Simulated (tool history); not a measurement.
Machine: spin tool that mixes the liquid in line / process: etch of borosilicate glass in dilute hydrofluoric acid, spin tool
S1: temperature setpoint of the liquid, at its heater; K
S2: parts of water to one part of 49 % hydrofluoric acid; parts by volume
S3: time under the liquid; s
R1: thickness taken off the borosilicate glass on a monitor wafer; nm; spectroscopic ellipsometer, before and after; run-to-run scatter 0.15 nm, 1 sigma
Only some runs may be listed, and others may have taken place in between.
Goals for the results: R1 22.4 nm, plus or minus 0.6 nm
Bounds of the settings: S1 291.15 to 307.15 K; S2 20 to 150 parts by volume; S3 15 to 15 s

Run 1, hour 0: S1 299.15 K, S2 85 parts by volume, S3 15 s. Result: R1 5.9627 nm.
Run 2, hour 3.9: S1 300.65 K, S2 70 parts by volume, S3 15 s. Result: R1 7.9013 nm.
Run 3, hour 5.2: S1 300.65 K, S2 95 parts by volume, S3 15 s. Result: R1 5.5104 nm.
Run 4, hour 11.8: S1 302.15 K, S2 80 parts by volume, S3 15 s. Result: R1 7.0865 nm.
Run 5, hour 19.3: S1 303.15 K, S2 70 parts by volume, S3 15 s. Result: R1 8.6222 nm.
Run 6, hour 25.7: S1 304.15 K, S2 60 parts by volume, S3 15 s. Result: R1 10.467 nm.
Run 7, hour 34.3: S1 304.65 K, S2 50 parts by volume, S3 15 s. Result: R1 13.102 nm.
Run 8, hour 38.7: S1 304.65 K, S2 50 parts by volume, S3 15 s. Result: R1 13.223 nm.
At hour 47.1: hydrofluoric acid flow meter replaced.
Run 9, hour 47.1: S1 307.15 K, S2 20 parts by volume, S3 15 s. Result: R1 42.321 nm.
Run 10, hour 55.1: S1 305.65 K, S2 20 parts by volume, S3 15 s. Result: R1 40.346 nm.

Of the 5 settings listed for the next run, only one would bring every result within its allowed miss of target. Which one?
Run A, hour 63.1: S1 305.65 K, S2 25 parts by volume, S3 15 s. Result: R1 ?.
Run B, hour 63.1: S1 305.65 K, S2 35 parts by volume, S3 15 s. Result: R1 ?.
Run C, hour 63.1: S1 306.65 K, S2 40 parts by volume, S3 15 s. Result: R1 ?.
Run D, hour 63.1: S1 304.65 K, S2 25 parts by volume, S3 15 s. Result: R1 ?.
Run E, hour 63.1: S1 305.15 K, S2 50 parts by volume, S3 15 s. Result: R1 ?.

move      R1
   A  31.698
   B  22.262
   C   20.08
   D  30.465
   E  14.911
A: moves toward the targets from the last run without getting all of them in spec
B: hits every target within its allowed miss
C: takes the biggest miss from the last run beyond its target
D: moves toward the targets from the last run without getting all of them in spec
E: takes the biggest miss from the last run beyond its target
So the answer is move B, the one that meets all the targets.
